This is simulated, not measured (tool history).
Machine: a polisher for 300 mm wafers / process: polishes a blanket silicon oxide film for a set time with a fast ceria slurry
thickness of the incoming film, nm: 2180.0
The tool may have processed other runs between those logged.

run,day,flow of slurry (ml/min),pressure of the wafer on the pad (psi),speed of the pad under the wafer (cm/s),polishing time (s),film removed (Å)
1,0,200,3.2,122,45,11027
2,0.179,205,3.3,122,45,11407
3,0.342,205,3.3,140,45,12764
4,0.433,215,3.5,140,45,13378
5,0.725,215,3.5,116,45,11592
6,0.854,215,3.5,126,45,12473
7,1.075,215,3.6,126,45,12676
8,1.329,215,3.7,126,45,12867

Predict the results of run 9:
9,1.583,215,3.8,126,45,?

film removed (Å): 13242
